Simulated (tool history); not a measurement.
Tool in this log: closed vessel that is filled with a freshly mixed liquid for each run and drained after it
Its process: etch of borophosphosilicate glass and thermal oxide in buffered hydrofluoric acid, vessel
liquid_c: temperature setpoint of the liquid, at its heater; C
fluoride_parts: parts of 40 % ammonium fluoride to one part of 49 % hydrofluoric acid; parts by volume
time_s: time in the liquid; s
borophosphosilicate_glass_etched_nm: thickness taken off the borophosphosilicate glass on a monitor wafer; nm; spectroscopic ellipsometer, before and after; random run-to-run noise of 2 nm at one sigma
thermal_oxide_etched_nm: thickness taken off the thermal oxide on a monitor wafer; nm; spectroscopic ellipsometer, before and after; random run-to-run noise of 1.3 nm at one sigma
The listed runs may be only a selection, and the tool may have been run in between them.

| run | hour | liquid_c | fluoride_parts | time_s | borophosphosilicate_glass_etched_nm | thermal_oxide_etched_nm |
|---|---|---|---|---|---|---|
| 1 | 0 | 24 | 9.5 | 60 | 120.59 | 75.982 |
| 2 | 1.9 | 26.5 | 9 | 60 | 143.58 | 89.241 |
| 3 | 3.3 | 29.5 | 9 | 60 | 171.11 | 105.55 |
| 4 | 10.2 | 29.5 | 9 | 50 | 139.79 | 86.492 |
| 5 | 11.5 | 29.5 | 10.5 | 50 | 125.85 | 76.525 |
| 6 | 14.6 | 29.5 | 13 | 50 | 100.87 | 62.539 |

Predict the results of run 7:
| 7 | 21.7 | 30 | 11 | 50 | ? | ? |

borophosphosilicate_glass_etched_nm: 122.93 nm
thermal_oxide_etched_nm: 75.025 nm
